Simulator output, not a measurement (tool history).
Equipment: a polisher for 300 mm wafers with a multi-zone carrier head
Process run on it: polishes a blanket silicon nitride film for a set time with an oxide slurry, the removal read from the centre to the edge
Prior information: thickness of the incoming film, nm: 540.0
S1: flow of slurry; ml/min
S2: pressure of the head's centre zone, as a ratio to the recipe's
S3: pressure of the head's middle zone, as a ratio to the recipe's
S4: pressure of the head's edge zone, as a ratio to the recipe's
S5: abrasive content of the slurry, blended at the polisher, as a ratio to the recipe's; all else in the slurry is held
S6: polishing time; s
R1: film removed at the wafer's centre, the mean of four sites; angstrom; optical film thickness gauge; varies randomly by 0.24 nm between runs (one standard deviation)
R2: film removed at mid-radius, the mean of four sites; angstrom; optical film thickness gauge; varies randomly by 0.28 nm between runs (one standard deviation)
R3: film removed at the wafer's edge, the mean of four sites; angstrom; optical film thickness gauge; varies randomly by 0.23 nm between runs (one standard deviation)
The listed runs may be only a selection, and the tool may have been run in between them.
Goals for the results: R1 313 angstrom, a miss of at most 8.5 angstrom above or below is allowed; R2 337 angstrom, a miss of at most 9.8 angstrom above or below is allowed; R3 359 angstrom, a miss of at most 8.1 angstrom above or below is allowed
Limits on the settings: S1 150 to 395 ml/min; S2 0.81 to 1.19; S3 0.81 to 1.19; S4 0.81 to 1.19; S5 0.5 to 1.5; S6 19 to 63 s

run	hour	S1	S2	S3	S4	S5	S6	R1	R2	R3
1	0	250	1	1	1	1	41	304.36	305.27	302.67
2	6.3	250	1	1	1	0.9	41	277.87	285.95	280.41
3	14.1	250	1	1	0.94	0.9	41	280.28	291.83	273.19
4	22.6	260	0.99	1.01	0.98	0.95	41	291.51	299.76	291.09
5	30.9	275	0.98	1.03	1.01	0.95	41	288.52	309.49	293.04
6	35.4	275	0.97	1.03	1.04	1	41	298.72	317.01	312.34
7	38.1	285	0.97	1.03	1.06	1	41	300.01	321.95	314.86
8	45.7	290	0.96	1.03	1.08	1	41	293.98	327.31	320.58
9	50.9	300	0.96	1.02	1.1	1	41	296.14	318.75	323.63
10	59.3	305	0.96	1.02	1.11	1	41	297.34	321.9	323
11	60.7	305	0.96	1.02	1.12	1	41	299.04	320.56	321.15
12	67.6	305	0.95	1.02	1.13	1	41	294.32	317.89	327.01
13	68.7	310	0.95	1.02	1.14	1	41	298.22	321.61	327.76
14	74.3	310	0.95	1.02	1.15	1	41	292.83	321.97	328.03
15	77.6	315	0.95	1.02	1.16	1	41	296.91	320.59	332.57
16	83.1	320	0.95	1.02	1.16	1	41	295.56	320.83	335.44
17	86.3	330	0.95	1.02	1.16	1	41	297.84	324.04	329.76
18	94.9	325	0.95	1.02	1.16	1	41	294.28	319.15	331.49
19	97.5	325	0.94	1.01	1.18	1.05	41	302.43	331.85	347.5
20	99.6	330	0.94	1	1.19	1.05	41	305.37	327.48	350.35
21	105	340	0.94	1	1.19	1.05	41	303.19	329.01	349.56

Which of these 5 next moves meets every target?
A	110.4	345	0.9	1.08	1.15	1.1	40	?	?	?
B	110.4	245	0.84	1.06	1	0.9	50	?	?	?
C	110.4	285	0.98	1.05	1.18	1.05	41	?	?	?
D	110.4	295	0.91	0.95	1.11	1.1	43	?	?	?
E	110.4	255	0.84	1.06	1.12	1	46	?	?	?

move	R1	R2	R3
A	293.32	351.86	346.24
B	287	364.83	342.75
C	312.17	336.05	344.96
D	313.68	334.66	362.24
E	286.63	364.11	361.55
A: its largest miss is bigger than the last run's
B: its largest miss is bigger than the last run's
C: its largest miss is bigger than the last run's
D: all results in spec
E: corrects the largest miss of the last run, while another result sits out of spec
Answer: D
